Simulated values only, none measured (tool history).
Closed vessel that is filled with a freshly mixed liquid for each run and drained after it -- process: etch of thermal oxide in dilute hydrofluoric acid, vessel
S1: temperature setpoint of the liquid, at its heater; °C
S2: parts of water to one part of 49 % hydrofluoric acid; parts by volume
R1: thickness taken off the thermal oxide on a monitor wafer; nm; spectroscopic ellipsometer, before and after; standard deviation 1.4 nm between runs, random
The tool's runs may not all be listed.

Run 1, day 0: S1 23 °C, S2 145 parts by volume, time in the liquid (s) 2305. Result: R1 66.101 nm.
Run 2, day 0.154: S1 23 °C, S2 145 parts by volume, time in the liquid (s) 2305. Result: R1 66.701 nm.
Run 3, day 0.271: S1 23 °C, S2 180 parts by volume, time in the liquid (s) 2305. Result: R1 50.746 nm.
Run 4, day 0.338: S1 24 °C, S2 165 parts by volume, time in the liquid (s) 2305. Result: R1 59.521 nm.
Run 5, day 0.733: S1 24 °C, S2 165 parts by volume, time in the liquid (s) 2475. Result: R1 64.128 nm.
Run 6, day 0.938: S1 27.5 °C, S2 165 parts by volume, time in the liquid (s) 2475. Result: R1 72.535 nm.
Run 7, day 1.238: S1 28 °C, S2 155 parts by volume, time in the liquid (s) 2475. Result: R1 80.824 nm.
Run 8, day 1.292: S1 28.5 °C, S2 145 parts by volume, time in the liquid (s) 2475. Result: R1 89.048 nm.

What does the tool deliver on the next run?
Run 9, day 1.558: S1 29 °C, S2 135 parts by volume, time in the liquid (s) 2475. Result: R1 ?.

{"run 9": {"R1": 98.216}}
